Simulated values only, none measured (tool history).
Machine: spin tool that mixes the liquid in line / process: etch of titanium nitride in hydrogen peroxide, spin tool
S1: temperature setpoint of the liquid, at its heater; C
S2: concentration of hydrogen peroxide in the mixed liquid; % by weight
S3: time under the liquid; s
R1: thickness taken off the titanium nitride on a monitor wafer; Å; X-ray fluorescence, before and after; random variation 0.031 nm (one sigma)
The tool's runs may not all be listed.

{"run": 1, "hour": 0.0, "S1": 55.0, "S2": 24.5, "S3": 45, "R1": 35.447}
{"run": 2, "hour": 7.3, "S1": 56.5, "S2": 24.5, "S3": 45, "R1": 39.492}
{"run": 3, "hour": 8.1, "S1": 56.5, "S2": 27.5, "S3": 45, "R1": 40.574}
{"run": 4, "hour": 11.3, "S1": 50.5, "S2": 27.5, "S3": 45, "R1": 26.405}
{"hour": 11.9, "done": "thermometer replaced"}
{"run": 5, "hour": 11.9, "S1": 50.5, "S2": 23.5, "S3": 45, "R1": 28.628}
{"run": 6, "hour": 14.0, "S1": 53.0, "S2": 23.5, "S3": 45, "R1": 33.768}
{"run": 7, "hour": 19.8, "S1": 55.0, "S2": 23.5, "S3": 45, "R1": 39.213}

Run 8 is up next; what results do you expect?
{"run": 8, "hour": 25.4, "S1": 56.0, "S2": 23.5, "S3": 45, "R1": "?"}

Run 8 came out at R1 41.634 Å.
